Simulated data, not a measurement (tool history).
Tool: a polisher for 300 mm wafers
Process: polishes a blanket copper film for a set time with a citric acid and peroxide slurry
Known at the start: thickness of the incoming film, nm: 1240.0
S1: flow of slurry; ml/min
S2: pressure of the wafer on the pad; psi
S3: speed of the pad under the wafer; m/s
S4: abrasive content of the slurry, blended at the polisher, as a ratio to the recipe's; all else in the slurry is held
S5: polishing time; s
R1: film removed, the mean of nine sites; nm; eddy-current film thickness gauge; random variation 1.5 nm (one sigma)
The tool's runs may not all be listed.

run,hour,S1,S2,S3,S4,S5,R1
1,0,305,2.8,0.92,1,119,193.07
2,2.8,235,2.8,0.92,1,119,183.63
3,10.2,230,2.4,0.9,1,119,159.91
4,14.9,230,2.4,1,1,119,168.04
5,16.4,230,2.1,0.98,1,119,148.36
6,24.1,230,1.9,0.98,1,119,141.69

Run 7 comes next. What will it give?
7,29.2,230,1.3,0.94,1,119,?

{"run 7": {"R1": 99.735}}

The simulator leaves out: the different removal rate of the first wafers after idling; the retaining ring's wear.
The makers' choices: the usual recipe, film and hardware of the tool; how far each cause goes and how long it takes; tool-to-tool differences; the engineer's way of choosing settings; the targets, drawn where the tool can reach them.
